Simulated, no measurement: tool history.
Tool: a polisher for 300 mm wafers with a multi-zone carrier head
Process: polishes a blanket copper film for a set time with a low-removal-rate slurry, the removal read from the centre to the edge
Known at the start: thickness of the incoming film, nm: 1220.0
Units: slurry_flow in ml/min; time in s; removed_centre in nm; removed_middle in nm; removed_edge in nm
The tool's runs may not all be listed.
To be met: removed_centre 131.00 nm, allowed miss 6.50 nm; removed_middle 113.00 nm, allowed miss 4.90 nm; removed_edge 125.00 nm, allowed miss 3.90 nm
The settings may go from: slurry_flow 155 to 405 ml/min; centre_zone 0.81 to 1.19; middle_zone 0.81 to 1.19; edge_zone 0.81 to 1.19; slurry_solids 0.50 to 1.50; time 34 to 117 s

Run 1, hour 0.0: slurry_flow 260 ml/min, centre_zone 1.00, middle_zone 1.00, edge_zone 1.00, slurry_solids 1.00, time 75 s. Result: removed_centre 170.15 nm, removed_middle 172.93 nm, removed_edge 172.33 nm.
Run 2, hour 7.1: slurry_flow 260 ml/min, centre_zone 1.00, middle_zone 1.00, edge_zone 1.00, slurry_solids 1.00, time 92 s. Result: removed_centre 211.11 nm, removed_middle 207.21 nm, removed_edge 208.28 nm.
Run 3, hour 11.5: slurry_flow 255 ml/min, centre_zone 1.00, middle_zone 0.98, edge_zone 0.99, slurry_solids 0.95, time 88 s. Result: removed_centre 191.69 nm, removed_middle 194.18 nm, removed_edge 194.82 nm.
Run 4, hour 15.0: slurry_flow 255 ml/min, centre_zone 0.95, middle_zone 0.98, edge_zone 0.99, slurry_solids 0.95, time 88 s. Result: removed_centre 189.88 nm, removed_middle 193.90 nm, removed_edge 198.85 nm.
Run 5, hour 18.1: slurry_flow 255 ml/min, centre_zone 0.95, middle_zone 1.02, edge_zone 0.99, slurry_solids 0.95, time 88 s. Result: removed_centre 188.17 nm, removed_middle 197.17 nm, removed_edge 196.72 nm.
Run 6, hour 20.1: slurry_flow 255 ml/min, centre_zone 0.98, middle_zone 1.00, edge_zone 1.00, slurry_solids 0.90, time 84 s. Result: removed_centre 181.39 nm, removed_middle 189.62 nm, removed_edge 186.80 nm.
Run 7, hour 22.9: slurry_flow 255 ml/min, centre_zone 0.99, middle_zone 0.98, edge_zone 0.99, slurry_solids 0.95, time 80 s. Result: removed_centre 174.65 nm, removed_middle 173.89 nm, removed_edge 179.09 nm.
Run 8, hour 31.6: slurry_flow 255 ml/min, centre_zone 1.00, middle_zone 0.97, edge_zone 0.97, slurry_solids 0.90, time 78 s. Result: removed_centre 170.05 nm, removed_middle 166.13 nm, removed_edge 171.42 nm.
Run 9, hour 32.5: slurry_flow 255 ml/min, centre_zone 1.01, middle_zone 0.96, edge_zone 0.96, slurry_solids 0.85, time 76 s. Result: removed_centre 162.38 nm, removed_middle 160.12 nm, removed_edge 162.10 nm.
Run 10, hour 40.1: slurry_flow 220 ml/min, centre_zone 1.10, middle_zone 0.86, edge_zone 1.00, slurry_solids 0.60, time 61 s. Result: removed_centre 129.46 nm, removed_middle 105.72 nm, removed_edge 120.25 nm.
Run 11, hour 47.1: slurry_flow 225 ml/min, centre_zone 1.10, middle_zone 0.86, edge_zone 1.00, slurry_solids 0.60, time 61 s. Result: removed_centre 126.59 nm, removed_middle 105.30 nm, removed_edge 118.58 nm.

4 next moves are on the table. One of them brings every result within its allowed miss. Which?
Run A, hour 54.1: slurry_flow 280 ml/min, centre_zone 1.08, middle_zone 0.90, edge_zone 1.04, slurry_solids 0.55, time 63 s. Result: removed_centre ?, removed_middle ?, removed_edge ?.
Run B, hour 54.1: slurry_flow 250 ml/min, centre_zone 1.02, middle_zone 0.98, edge_zone 1.05, slurry_solids 0.90, time 59 s. Result: removed_centre ?, removed_middle ?, removed_edge ?.
Run C, hour 54.1: slurry_flow 190 ml/min, centre_zone 0.98, middle_zone 0.96, edge_zone 1.13, slurry_solids 0.50, time 65 s. Result: removed_centre ?, removed_middle ?, removed_edge ?.
Run D, hour 54.1: slurry_flow 185 ml/min, centre_zone 1.09, middle_zone 0.81, edge_zone 1.04, slurry_solids 0.55, time 65 s. Result: removed_centre ?, removed_middle ?, removed_edge ?.

move  removed_centre  removed_middle  removed_edge
   A          131.35          113.62        125.21
   B          130.90          128.94        133.13
   C          113.38          114.79        125.99
   D          128.98          102.05        124.39
A: meets every target
B: takes the result that was furthest off past its target
C: brings the result that was furthest off to its target, and leaves another outside
D: brings the result that was furthest off to its target, and leaves another outside
Answer: A
